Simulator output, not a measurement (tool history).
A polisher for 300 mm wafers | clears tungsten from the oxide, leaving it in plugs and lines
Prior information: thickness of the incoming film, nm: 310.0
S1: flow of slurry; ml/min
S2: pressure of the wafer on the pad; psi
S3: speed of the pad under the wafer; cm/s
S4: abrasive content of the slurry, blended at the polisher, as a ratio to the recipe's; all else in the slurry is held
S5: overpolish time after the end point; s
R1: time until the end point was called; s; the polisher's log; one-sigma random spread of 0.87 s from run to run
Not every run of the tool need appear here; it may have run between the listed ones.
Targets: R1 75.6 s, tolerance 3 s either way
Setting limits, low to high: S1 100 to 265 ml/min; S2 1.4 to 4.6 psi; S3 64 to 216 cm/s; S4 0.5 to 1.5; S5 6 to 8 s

{"run": 1, "hour": 0.0, "S1": 170, "S2": 3, "S3": 140, "S4": 1, "S5": 8, "R1": 57.166}
{"run": 2, "hour": 1.9, "S1": 170, "S2": 3.3, "S3": 140, "S4": 1, "S5": 8, "R1": 52.888}
{"run": 3, "hour": 6.2, "S1": 170, "S2": 3.3, "S3": 140, "S4": 1.15, "S5": 8, "R1": 52.433}
{"run": 4, "hour": 12.9, "S1": 170, "S2": 3.3, "S3": 140, "S4": 1.25, "S5": 8, "R1": 50.143}
{"run": 5, "hour": 13.7, "S1": 170, "S2": 3.1, "S3": 140, "S4": 1.25, "S5": 8, "R1": 54.589}
{"run": 6, "hour": 16.3, "S1": 170, "S2": 3, "S3": 140, "S4": 1.25, "S5": 8, "R1": 54.809}
{"run": 7, "hour": 23.2, "S1": 170, "S2": 2.9, "S3": 140, "S4": 1.25, "S5": 8, "R1": 58.187}
{"run": 8, "hour": 25.0, "S1": 170, "S2": 2.8, "S3": 140, "S4": 1.25, "S5": 8, "R1": 58.902}
{"run": 9, "hour": 27.0, "S1": 170, "S2": 2.7, "S3": 140, "S4": 1.25, "S5": 8, "R1": 60.551}
{"run": 10, "hour": 35.8, "S1": 170, "S2": 2.6, "S3": 140, "S4": 1.25, "S5": 8, "R1": 63.621}
{"run": 11, "hour": 38.5, "S1": 170, "S2": 2.6, "S3": 140, "S4": 1.25, "S5": 8, "R1": 62.842}
{"run": 12, "hour": 44.9, "S1": 170, "S2": 2.5, "S3": 140, "S4": 1.25, "S5": 8, "R1": 65.294}
{"run": 13, "hour": 48.3, "S1": 170, "S2": 2.4, "S3": 140, "S4": 1.25, "S5": 8, "R1": 65.413}
{"run": 14, "hour": 50.6, "S1": 170, "S2": 2.3, "S3": 140, "S4": 1.25, "S5": 8, "R1": 70.365}

Below are 5 possible settings for the next run. Only one of them brings all results inside the allowed miss of their targets. Which is it?
{"run": "A", "hour": 52.9, "S1": 195, "S2": 2.4, "S3": 134, "S4": 1.2, "S5": 8, "R1": "?"}
{"run": "B", "hour": 52.9, "S1": 170, "S2": 2.5, "S3": 134, "S4": 1.25, "S5": 8, "R1": "?"}
{"run": "C", "hour": 52.9, "S1": 175, "S2": 2.5, "S3": 120, "S4": 1.25, "S5": 8, "R1": "?"}
{"run": "D", "hour": 52.9, "S1": 205, "S2": 2.1, "S3": 150, "S4": 1.35, "S5": 8, "R1": "?"}
{"run": "E", "hour": 52.9, "S1": 145, "S2": 2.6, "S3": 126, "S4": 1.35, "S5": 8, "R1": "?"}

move=A R1=68.289
move=B R1=66.952
move=C R1=74.135
move=D R1=66.757
move=E R1=69.894
A: misses by more than the last run did
B: misses by more than the last run did
C: meets every target
D: misses by more than the last run did
E: misses by more than the last run did
Answer: C
